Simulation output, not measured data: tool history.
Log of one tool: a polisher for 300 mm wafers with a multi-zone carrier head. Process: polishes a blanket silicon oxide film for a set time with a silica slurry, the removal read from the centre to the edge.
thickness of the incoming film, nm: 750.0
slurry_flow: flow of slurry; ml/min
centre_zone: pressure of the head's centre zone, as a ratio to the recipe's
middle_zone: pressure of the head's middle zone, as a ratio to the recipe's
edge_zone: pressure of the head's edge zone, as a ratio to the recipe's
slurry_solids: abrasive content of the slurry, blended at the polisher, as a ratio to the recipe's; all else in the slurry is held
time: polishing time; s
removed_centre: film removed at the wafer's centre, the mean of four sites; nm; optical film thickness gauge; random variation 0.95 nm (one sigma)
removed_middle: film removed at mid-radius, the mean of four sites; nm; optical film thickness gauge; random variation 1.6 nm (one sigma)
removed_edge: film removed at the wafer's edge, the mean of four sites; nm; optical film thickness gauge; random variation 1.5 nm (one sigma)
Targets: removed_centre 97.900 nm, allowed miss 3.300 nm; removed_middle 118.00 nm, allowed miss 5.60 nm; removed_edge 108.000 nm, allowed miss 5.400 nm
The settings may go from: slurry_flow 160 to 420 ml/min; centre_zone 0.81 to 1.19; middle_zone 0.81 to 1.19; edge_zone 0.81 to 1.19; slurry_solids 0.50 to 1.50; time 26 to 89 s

run,day,slurry_flow,centre_zone,middle_zone,edge_zone,slurry_solids,time,removed_centre,removed_middle,removed_edge
1,0.000,270,1.00,1.00,1.00,1.00,57,209.300,208.50,204.410
2,0.358,270,1.00,1.00,1.00,0.80,57,187.980,183.94,178.380
3,0.438,270,1.00,1.00,0.94,0.80,57,184.000,189.91,174.900
4,0.712,265,0.98,0.99,0.93,0.75,55,169.360,174.13,160.270
5,0.804,265,0.98,1.05,0.93,0.75,55,170.180,181.22,161.410
6,1.050,265,0.98,1.05,0.93,0.55,55,135.560,143.85,126.480
# day 1.404: edge zone pressure recalibrated
7,1.404,260,0.96,1.05,0.94,0.55,54,131.630,137.43,134.440
8,1.654,260,0.95,1.06,0.93,0.55,53,127.520,143.08,131.860
9,1.725,260,0.95,1.06,0.93,0.55,52,124.430,138.50,128.560
10,1.821,260,0.94,1.06,0.92,0.55,51,123.670,133.72,122.290
11,1.967,260,0.92,1.07,0.92,0.55,50,115.410,131.42,124.680
12,2.217,260,0.92,1.07,0.92,0.55,50,117.310,132.63,120.620
13,2.367,260,0.91,1.07,0.92,0.55,50,115.210,130.84,123.000
14,2.696,260,0.90,1.07,0.91,0.55,50,114.020,131.52,119.450
15,2.808,260,0.89,1.06,0.91,0.55,50,115.050,132.04,119.530
16,2.833,235,0.81,1.03,0.90,0.50,45,86.964,106.86,100.650
17,3.146,245,0.82,1.04,0.90,0.50,45,89.107,107.84,98.854
18,3.308,250,0.83,1.05,0.91,0.50,45,90.225,105.19,97.668
19,3.683,245,0.84,1.05,0.91,0.50,45,91.621,107.31,102.080
20,3.792,245,0.84,1.06,0.91,0.50,45,90.397,106.40,98.724
21,4.029,250,0.84,1.06,0.91,0.50,45,89.442,109.50,101.520

4 next moves are on the table. One of them brings every result within its allowed miss. Which?
A,4.267,350,0.86,1.19,1.02,0.50,43,?,?,?
B,4.267,285,0.86,1.05,0.85,0.55,41,?,?,?
C,4.267,160,0.86,1.09,0.92,0.55,46,?,?,?
D,4.267,160,0.88,1.00,0.89,0.50,52,?,?,?

move,removed_centre,removed_middle,removed_edge
A,90.214,114.41,104.380
B,91.619,104.62,98.635
C,98.277,116.33,110.920
D,104.510,112.95,114.390
A: nearer than the last run, and not there yet
B: nearer than the last run, and not there yet
C: meets every target
D: takes the result that was furthest off past its target
The right move is C.

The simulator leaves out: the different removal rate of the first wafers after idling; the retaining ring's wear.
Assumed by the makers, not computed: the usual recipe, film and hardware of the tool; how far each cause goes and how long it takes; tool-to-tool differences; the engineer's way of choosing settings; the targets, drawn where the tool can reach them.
